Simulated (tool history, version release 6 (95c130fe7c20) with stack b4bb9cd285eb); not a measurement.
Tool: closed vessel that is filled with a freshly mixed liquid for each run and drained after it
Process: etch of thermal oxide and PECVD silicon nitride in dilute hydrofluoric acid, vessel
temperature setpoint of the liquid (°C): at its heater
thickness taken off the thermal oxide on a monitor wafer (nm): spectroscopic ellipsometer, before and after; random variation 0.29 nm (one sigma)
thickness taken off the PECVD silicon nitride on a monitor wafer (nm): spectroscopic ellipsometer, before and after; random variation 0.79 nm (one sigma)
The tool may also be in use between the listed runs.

run	hour	temperature setpoint of the liquid (°C)	parts of water to one part of 49 % hydrofluoric acid (parts by volume)	time in the liquid (s)	thickness taken off the thermal oxide on a monitor wafer (nm)	thickness taken off the PECVD silicon nitride on a monitor wafer (nm)
1	0.0	23.0	120	1305	53.204	55.077
2	5.2	21.5	120	1305	50.428	49.706
3	11.7	23.0	120	1305	53.337	54.822
4	14.0	23.5	110	1290	59.233	61.763
5	19.2	23.5	130	1290	48.819	51.862
6	23.3	24.0	120	1275	53.892	57.738

Run 7 comes next. What will it give?
7	32.2	24.0	110	1265	?	?

{"run 7": {"thickness taken off the thermal oxide on a monitor wafer (nm)": 59.023, "thickness taken off the PECVD silicon nitride on a monitor wafer (nm)": 61.355}}
